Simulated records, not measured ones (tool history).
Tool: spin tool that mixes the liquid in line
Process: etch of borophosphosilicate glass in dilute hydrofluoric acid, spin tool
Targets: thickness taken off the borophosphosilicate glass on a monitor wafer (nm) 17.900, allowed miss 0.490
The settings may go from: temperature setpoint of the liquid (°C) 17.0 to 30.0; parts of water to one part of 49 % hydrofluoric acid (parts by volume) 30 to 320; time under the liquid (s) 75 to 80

run  hour  temperature setpoint of the liquid (°C)  parts of water to one part of 49 % hydrofluoric acid (parts by volume)  time under the liquid (s)  thickness taken off the borophosphosilicate glass on a monitor wafer (nm)
  1   0.0                                     22.0                                                                     175                         75                                                                     27.136
  2   3.0                                     22.0                                                                     175                         80                                                                     28.971
  3   4.3                                     25.5                                                                     175                         80                                                                     33.126
  4   8.5                                     24.5                                                                     180                         80                                                                     30.499
  5  17.2                                     24.5                                                                     140                         80                                                                     41.061
  6  23.3                                     24.5                                                                     140                         75                                                                     38.424
  7  30.8                                     24.0                                                                     145                         75                                                                     36.547
  8  37.0                                     23.5                                                                     150                         75                                                                     34.409
  9  41.5                                     23.0                                                                     155                         75                                                                     32.923
 10  43.2                                     22.5                                                                     160                         75                                                                     30.309
 11  46.8                                     18.5                                                                     205                         75                                                                     19.721

Which of these 5 next moves meets every target?
  A  50.4                                     18.5                                                                     235                         75                                                                          ?
  B  50.4                                     17.5                                                                     200                         75                                                                          ?
  C  50.4                                     18.5                                                                     180                         75                                                                          ?
  D  50.4                                     17.0                                                                     225                         75                                                                          ?
  E  50.4                                     17.0                                                                     220                         80                                                                          ?

move  thickness taken off the borophosphosilicate glass on a monitor wafer (nm)
   A                                                                     16.813
   B                                                                     19.620
   C                                                                     23.116
   D                                                                     16.715
   E                                                                     18.316
A: takes the result that was furthest off past its target
B: nearer than the last run, and not there yet
C: further off than the last run
D: takes the result that was furthest off past its target
E: meets every target
Move E is the one to make.
